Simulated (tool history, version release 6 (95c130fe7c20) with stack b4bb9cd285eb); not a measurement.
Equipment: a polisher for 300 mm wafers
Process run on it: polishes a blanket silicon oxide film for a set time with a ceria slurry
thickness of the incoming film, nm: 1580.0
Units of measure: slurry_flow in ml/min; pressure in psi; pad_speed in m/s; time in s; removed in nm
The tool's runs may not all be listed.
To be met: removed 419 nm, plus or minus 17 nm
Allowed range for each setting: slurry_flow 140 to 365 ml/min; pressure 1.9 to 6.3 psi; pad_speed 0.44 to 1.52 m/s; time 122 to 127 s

run	hour	slurry_flow	pressure	pad_speed	time	removed
1	0	235	4.1	0.98	122	718.68
2	2.7	235	3.9	0.98	122	701.37
3	11.4	235	3.9	0.82	122	578.14
4	13	235	3.9	0.66	122	485.13
5	14	260	3.9	0.66	122	494.08
6	16.3	260	3.9	0.66	127	508.12
7	18.6	260	3.8	0.66	127	503.43
8	26.3	260	3.7	0.66	127	495.22
9	33.6	260	3.6	0.66	127	484.93
10	36.7	260	3.5	0.66	127	467.71
11	44	260	3.2	0.66	127	442.28

Next run, 5 choices. One meets every target within its allowed miss, the rest don't. Which?
A	51.3	240	3	0.62	122	?
B	51.3	255	3.7	0.64	127	?
C	51.3	290	2.7	0.74	122	?
D	51.3	245	3.2	0.68	127	?
E	51.3	275	4	0.6	123	?

move	removed
A	378.99
B	478.53
C	416.89
D	449.5
E	469.45
A: the result that was furthest off in the last run now lies on the other side of its target
B: moves away from the targets compared with the last run
C: in spec on every target
D: moves away from the targets compared with the last run
E: moves away from the targets compared with the last run
Answer: C

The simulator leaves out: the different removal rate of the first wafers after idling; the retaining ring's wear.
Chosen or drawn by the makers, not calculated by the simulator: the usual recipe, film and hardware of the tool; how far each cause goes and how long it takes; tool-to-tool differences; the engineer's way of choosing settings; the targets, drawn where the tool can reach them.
